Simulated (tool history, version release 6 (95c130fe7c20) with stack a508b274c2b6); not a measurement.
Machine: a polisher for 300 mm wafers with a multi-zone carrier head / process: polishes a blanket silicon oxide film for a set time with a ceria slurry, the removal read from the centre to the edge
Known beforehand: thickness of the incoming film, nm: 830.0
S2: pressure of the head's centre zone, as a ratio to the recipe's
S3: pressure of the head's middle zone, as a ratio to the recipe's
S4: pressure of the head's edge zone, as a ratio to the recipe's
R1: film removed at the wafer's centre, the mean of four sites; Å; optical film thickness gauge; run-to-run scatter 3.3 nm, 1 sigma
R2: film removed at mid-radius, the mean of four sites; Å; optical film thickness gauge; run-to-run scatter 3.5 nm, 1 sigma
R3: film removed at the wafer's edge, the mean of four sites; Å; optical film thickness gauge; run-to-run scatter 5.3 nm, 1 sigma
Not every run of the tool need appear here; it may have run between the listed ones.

{"run": 1, "hour": 0.0, "flow of slurry (ml/min)": 205, "S2": 1, "S3": 1, "S4": 1, "polishing time (s)": 66, "R1": 2484.7, "R2": 2512, "R3": 2384.1}
{"run": 2, "hour": 0.7, "flow of slurry (ml/min)": 205, "S2": 1, "S3": 1.06, "S4": 1, "polishing time (s)": 66, "R1": 2451.6, "R2": 2596.3, "R3": 2503.8}
{"run": 3, "hour": 6.1, "flow of slurry (ml/min)": 205, "S2": 1, "S3": 1.14, "S4": 1, "polishing time (s)": 66, "R1": 2456.4, "R2": 2738.6, "R3": 2396.2}
{"run": 4, "hour": 8.0, "flow of slurry (ml/min)": 205, "S2": 0.99, "S3": 1.1, "S4": 1.04, "polishing time (s)": 69, "R1": 2597.1, "R2": 2730.6, "R3": 2638.4}
{"run": 5, "hour": 15.8, "flow of slurry (ml/min)": 165, "S2": 0.99, "S3": 1.1, "S4": 1.04, "polishing time (s)": 69, "R1": 2522.8, "R2": 2736.7, "R3": 2572.1}
{"run": 6, "hour": 24.6, "flow of slurry (ml/min)": 165, "S2": 0.99, "S3": 1.1, "S4": 1.1, "polishing time (s)": 69, "R1": 2557.3, "R2": 2732.4, "R3": 2627.1}
{"run": 7, "hour": 25.2, "flow of slurry (ml/min)": 175, "S2": 0.89, "S3": 1, "S4": 1.19, "polishing time (s)": 87, "R1": 2845.9, "R2": 3215.3, "R3": 3540.3}

What does the tool deliver on the next run?
{"run": 8, "hour": 30.8, "flow of slurry (ml/min)": 175, "S2": 0.9, "S3": 0.99, "S4": 1.19, "polishing time (s)": 87, "R1": "?", "R2": "?", "R3": "?"}

{"run 8": {"R1": 2893.6, "R2": 3147.6, "R3": 3465.4}}
